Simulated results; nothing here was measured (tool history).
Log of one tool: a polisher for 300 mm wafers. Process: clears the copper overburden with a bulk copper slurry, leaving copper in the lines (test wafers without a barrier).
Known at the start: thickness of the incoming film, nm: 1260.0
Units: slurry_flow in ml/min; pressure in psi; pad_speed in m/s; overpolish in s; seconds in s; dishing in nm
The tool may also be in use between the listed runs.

{"run": 1, "hour": 0.0, "slurry_flow": 225, "pressure": 2.9, "pad_speed": 1.1, "slurry_solids": 1, "overpolish": 11, "seconds": 127.2, "dishing": 52.373}
{"run": 2, "hour": 1.8, "slurry_flow": 215, "pressure": 2.5, "pad_speed": 0.94, "slurry_solids": 0.95, "overpolish": 9, "seconds": 182.04, "dishing": 36.21}
{"run": 3, "hour": 4.6, "slurry_flow": 215, "pressure": 2.2, "pad_speed": 0.94, "slurry_solids": 0.95, "overpolish": 9, "seconds": 197.06, "dishing": 32.046}
{"run": 4, "hour": 11.2, "slurry_flow": 250, "pressure": 1.9, "pad_speed": 0.82, "slurry_solids": 1, "overpolish": 7, "seconds": 254.02, "dishing": 20.705}
{"run": 5, "hour": 17.3, "slurry_flow": 250, "pressure": 1.9, "pad_speed": 0.82, "slurry_solids": 1.15, "overpolish": 7, "seconds": 245.34, "dishing": 21.302}
{"run": 6, "hour": 19.4, "slurry_flow": 250, "pressure": 1.9, "pad_speed": 0.82, "slurry_solids": 1.25, "overpolish": 7, "seconds": 230.22, "dishing": 21.896}
{"run": 7, "hour": 24.6, "slurry_flow": 280, "pressure": 1.7, "pad_speed": 0.76, "slurry_solids": 1.3, "overpolish": 6, "seconds": 279.92, "dishing": 16.761}
{"run": 8, "hour": 26.5, "slurry_flow": 300, "pressure": 1.6, "pad_speed": 0.76, "slurry_solids": 1.35, "overpolish": 5, "seconds": 293.33, "dishing": 13.196}
{"run": 9, "hour": 30.9, "slurry_flow": 315, "pressure": 1.5, "pad_speed": 0.8, "slurry_solids": 1.4, "overpolish": 4, "seconds": 296.03, "dishing": 10.653}
{"run": 10, "hour": 37.0, "slurry_flow": 325, "pressure": 1.5, "pad_speed": 0.82, "slurry_solids": 1.4, "overpolish": 4, "seconds": 286.57, "dishing": 11.023}
{"run": 11, "hour": 43.9, "slurry_flow": 335, "pressure": 1.4, "pad_speed": 0.84, "slurry_solids": 1.45, "overpolish": 4, "seconds": 294.86, "dishing": 10.687}
{"hour": 50.1, "done": "slurry nozzle cleaned"}
{"run": 12, "hour": 50.1, "slurry_flow": 340, "pressure": 1.4, "pad_speed": 0.84, "slurry_solids": 1.45, "overpolish": 4, "seconds": 290.28, "dishing": 11.228}
{"run": 13, "hour": 57.2, "slurry_flow": 345, "pressure": 1.4, "pad_speed": 0.84, "slurry_solids": 1.45, "overpolish": 4, "seconds": 280.87, "dishing": 11.263}
{"run": 14, "hour": 63.0, "slurry_flow": 350, "pressure": 1.4, "pad_speed": 0.82, "slurry_solids": 1.45, "overpolish": 4, "seconds": 303.19, "dishing": 10.842}
{"run": 15, "hour": 64.2, "slurry_flow": 305, "pressure": 1.4, "pad_speed": 0.8, "slurry_solids": 1.45, "overpolish": 4, "seconds": 298.66, "dishing": 10.54}
{"run": 16, "hour": 71.7, "slurry_flow": 240, "pressure": 1.3, "pad_speed": 0.74, "slurry_solids": 1.5, "overpolish": 3, "seconds": 358.74, "dishing": 6.9701}
{"run": 17, "hour": 79.7, "slurry_flow": 240, "pressure": 2, "pad_speed": 0.78, "slurry_solids": 1.5, "overpolish": 3, "seconds": 226, "dishing": 10.703}
{"run": 18, "hour": 87.3, "slurry_flow": 230, "pressure": 1.9, "pad_speed": 0.78, "slurry_solids": 1.5, "overpolish": 3, "seconds": 233.9, "dishing": 9.9897}

Forecast run 19:
{"run": 19, "hour": 91.1, "slurry_flow": 220, "pressure": 1.8, "pad_speed": 0.78, "slurry_solids": 1.5, "overpolish": 3, "seconds": "?", "dishing": "?"}

Run 19 gave seconds 244.84 s, dishing 9.5265 nm.
